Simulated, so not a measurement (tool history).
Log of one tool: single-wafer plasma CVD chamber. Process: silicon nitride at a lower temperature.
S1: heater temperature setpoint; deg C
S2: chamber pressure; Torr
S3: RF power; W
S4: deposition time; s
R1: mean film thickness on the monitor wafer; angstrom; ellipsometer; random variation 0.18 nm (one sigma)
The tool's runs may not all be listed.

run	hour	S1	S2	S3	S4	R1
1	0	345	2.09	260	44.2	527.21
2	1.7	345	2.36	260	44.2	553.36
3	6.6	345	2.36	290	44.2	604.88
4	13.2	345	2.41	290	44.2	608.91
5	18.4	345	2.6	290	44.2	625.24
6	26.2	345	2.6	290	45.6	643.17
7	34.3	345	2.61	290	45.6	643.8
8	41.2	345	2.62	290	45.6	646.33
9	49.3	345	2.63	290	45.6	646.79
10	53.8	345	2.64	290	45.6	646.93

The next listed run, before its measurement:
11	59.5	345	2.65	290	45.6	?

{"run 11": {"R1": 646.73}}
